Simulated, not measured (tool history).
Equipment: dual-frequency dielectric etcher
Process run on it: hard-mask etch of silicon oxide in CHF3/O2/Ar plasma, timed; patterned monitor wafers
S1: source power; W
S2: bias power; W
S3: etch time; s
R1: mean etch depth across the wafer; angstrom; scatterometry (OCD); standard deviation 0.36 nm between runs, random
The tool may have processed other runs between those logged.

run,hour,S1,S2,S3,R1
1,0,810,153,32.5,679.25
2,2.2,810,132,32.5,645.21
3,4.7,810,132,32.5,646.68
4,13.5,760,130,32.5,624.73
5,18.6,730,129,32.5,603.56
6,25.9,860,129,32.5,659.73
# hour 33.8: source power generator calibrated
7,33.8,700,122,32.5,572.6
8,35.6,700,122,32.5,568.78

Expected results for the next run?
9,41.2,760,125,32.5,?

For run 9 the tool returned R1 600.95 angstrom.

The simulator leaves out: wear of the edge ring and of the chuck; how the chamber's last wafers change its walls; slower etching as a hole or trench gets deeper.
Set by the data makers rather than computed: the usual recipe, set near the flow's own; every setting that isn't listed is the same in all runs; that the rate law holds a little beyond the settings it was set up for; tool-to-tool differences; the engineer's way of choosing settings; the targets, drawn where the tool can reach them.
